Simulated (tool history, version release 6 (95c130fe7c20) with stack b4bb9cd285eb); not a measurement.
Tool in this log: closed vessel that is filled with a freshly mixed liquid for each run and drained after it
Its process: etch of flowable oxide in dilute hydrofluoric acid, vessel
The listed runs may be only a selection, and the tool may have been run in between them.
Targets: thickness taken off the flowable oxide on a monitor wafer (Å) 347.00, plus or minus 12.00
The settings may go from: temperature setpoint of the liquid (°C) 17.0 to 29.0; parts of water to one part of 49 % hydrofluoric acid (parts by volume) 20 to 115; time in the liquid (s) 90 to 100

run	hour	temperature setpoint of the liquid (°C)	parts of water to one part of 49 % hydrofluoric acid (parts by volume)	time in the liquid (s)	thickness taken off the flowable oxide on a monitor wafer (Å)
1	0.0	21.0	65	90	597.04
2	0.9	20.0	70	90	519.79
3	8.4	17.0	70	90	463.46
4	15.2	17.0	75	90	425.25
5	16.0	17.0	75	100	482.98
6	19.5	19.5	75	100	530.29
# hour 24.5: hydrofluoric acid flow meter replaced
7	24.5	17.0	100	100	320.64
8	25.0	17.0	100	100	324.27
9	28.5	17.5	100	100	334.03

Consider the 4 candidate settings below. Which is the only one whose results all fall within their allowed miss of target?
A	32.0	17.0	95	95	?
B	32.0	19.0	105	95	?
C	32.0	17.5	95	100	?
D	32.0	17.5	100	95	?

move	thickness taken off the flowable oxide on a monitor wafer (Å)
A	323.96
B	315.30
C	348.29
D	312.68
A: its largest miss is bigger than the last run's
B: its largest miss is bigger than the last run's
C: all results land within tolerance of their targets
D: its largest miss is bigger than the last run's
Move C is the one to make.
